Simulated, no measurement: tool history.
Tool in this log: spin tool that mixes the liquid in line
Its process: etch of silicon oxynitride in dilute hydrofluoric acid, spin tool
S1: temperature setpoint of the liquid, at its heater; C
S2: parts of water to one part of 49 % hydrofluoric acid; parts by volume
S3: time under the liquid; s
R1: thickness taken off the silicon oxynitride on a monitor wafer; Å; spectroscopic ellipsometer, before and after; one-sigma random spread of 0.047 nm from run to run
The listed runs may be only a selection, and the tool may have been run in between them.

run,hour,S1,S2,S3,R1
1,0,21,195,310,53.742
2,6.6,20.5,205,310,49.176
3,11.7,20.5,205,310,48.367
4,19.4,18,205,310,43.184
5,21.4,18,210,310,42.225
6,24.9,18,210,330,44.461

For run 7, what comes out?
7,28.7,18,215,330,?

R1: 44.442 Å

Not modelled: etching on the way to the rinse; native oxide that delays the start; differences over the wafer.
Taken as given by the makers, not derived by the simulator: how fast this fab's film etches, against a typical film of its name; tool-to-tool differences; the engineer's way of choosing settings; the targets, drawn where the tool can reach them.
